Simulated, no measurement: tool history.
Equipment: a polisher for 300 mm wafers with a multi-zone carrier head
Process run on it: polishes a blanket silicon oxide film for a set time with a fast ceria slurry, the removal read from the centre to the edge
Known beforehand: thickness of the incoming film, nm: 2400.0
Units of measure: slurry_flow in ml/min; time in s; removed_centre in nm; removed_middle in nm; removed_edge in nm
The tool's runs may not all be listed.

run	hour	slurry_flow	centre_zone	middle_zone	edge_zone	time	removed_centre	removed_middle	removed_edge
1	0.0	220	1.00	1.00	1.00	39	801.02	799.20	817.59
2	2.8	210	0.97	0.97	1.01	35	683.01	694.78	745.47
3	11.1	210	0.97	0.97	1.01	29	574.38	584.17	605.17
4	12.9	210	0.97	0.97	1.01	39	760.33	770.45	804.34
5	14.4	210	0.97	0.97	0.95	39	756.13	782.48	789.93
6	17.3	210	0.97	0.97	0.89	39	757.30	777.72	757.99

For run 7, what comes out?
7	26.1	200	0.95	0.94	0.91	36	?	?	?

removed_centre: 692.98 nm
removed_middle: 704.31 nm
removed_edge: 722.00 nm
